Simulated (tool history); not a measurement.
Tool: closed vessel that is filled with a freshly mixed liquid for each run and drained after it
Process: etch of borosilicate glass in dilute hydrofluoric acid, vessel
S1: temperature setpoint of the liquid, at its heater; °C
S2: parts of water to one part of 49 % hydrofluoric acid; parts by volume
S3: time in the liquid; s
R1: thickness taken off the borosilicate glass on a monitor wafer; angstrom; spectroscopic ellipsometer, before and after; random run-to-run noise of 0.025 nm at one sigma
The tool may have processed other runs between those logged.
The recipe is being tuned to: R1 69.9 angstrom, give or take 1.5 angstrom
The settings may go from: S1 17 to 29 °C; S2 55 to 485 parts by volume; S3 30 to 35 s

run,hour,S1,S2,S3,R1
1,0,21,270,35,41.564
2,4.9,21,315,35,34.251
3,7.9,21,370,35,27.653
4,15,22,350,35,30.883
5,16.3,22,350,35,30.715
6,23.7,19.5,350,35,28.025
7,30.8,20.5,335,35,30.858
8,39.6,20.5,335,35,30.898
9,47.6,24.5,225,35,59.035
10,55.3,25,225,35,60.099
11,62.9,25.5,225,35,60.934
12,65.9,26,225,35,62.085
13,71,26.5,225,35,63.076
14,72.8,27,225,35,64.42
15,74.6,28,225,35,66.537
16,76.8,28.5,225,35,68.033

Which of these 5 next moves meets every target?
A,79,28.5,235,35,?
B,79,28.5,195,30,?
C,79,28.5,230,35,?
D,79,29,235,35,?
E,79,29,240,35,?

move,R1
A,64.128
B,69.41
C,65.899
D,65.234
E,63.508
A: further off than the last run
B: meets every target
C: further off than the last run
D: further off than the last run
E: further off than the last run
The move that meets every target is B.
